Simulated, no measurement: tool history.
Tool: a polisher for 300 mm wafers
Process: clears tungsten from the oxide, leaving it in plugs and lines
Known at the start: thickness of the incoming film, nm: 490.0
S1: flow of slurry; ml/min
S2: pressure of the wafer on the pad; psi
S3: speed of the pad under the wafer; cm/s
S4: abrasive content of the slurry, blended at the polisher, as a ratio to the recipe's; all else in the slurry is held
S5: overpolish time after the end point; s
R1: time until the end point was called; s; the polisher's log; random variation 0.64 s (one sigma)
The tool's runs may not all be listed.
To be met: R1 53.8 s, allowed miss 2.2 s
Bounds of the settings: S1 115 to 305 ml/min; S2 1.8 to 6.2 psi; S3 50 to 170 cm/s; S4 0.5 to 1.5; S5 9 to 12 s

run  hour   S1   S2   S3    S4  S5      R1
  1     0  195    4  110     1  12  68.736
  2   6.7  195  4.3  110     1  12  61.797
  3  10.6  195  4.3  110  1.15  12  62.561
  4  14.9  195  4.3   86  1.15  12  76.325
  5  16.2  230  4.3   86  1.15  12  73.936
  6  20.9  230  3.9   86  1.15  12  82.521
  7  26.4  235    5   88  1.15  12  63.675
  8  30.8  235  5.2   88  1.15  12  60.348
  9  39.3  235  5.3   88  1.15  12  59.697

Which of these 5 next moves meets every target?
  A  47.8  205  5.4   88   1.1   9   ?
  B  47.8  285  5.4   70   1.1   9   ?
  C  47.8  305  4.6  114  1.15   9   ?
  D  47.8  270  5.1   84  1.05  12   ?
  E  47.8  260  6.2   74  1.15   9   ?

move      R1
   A  60.138
   B  69.852
   C  54.415
   D  64.885
   E  58.447
A: further off than the last run
B: further off than the last run
C: meets every target
D: further off than the last run
E: nearer than the last run, and not there yet
The right move is C.

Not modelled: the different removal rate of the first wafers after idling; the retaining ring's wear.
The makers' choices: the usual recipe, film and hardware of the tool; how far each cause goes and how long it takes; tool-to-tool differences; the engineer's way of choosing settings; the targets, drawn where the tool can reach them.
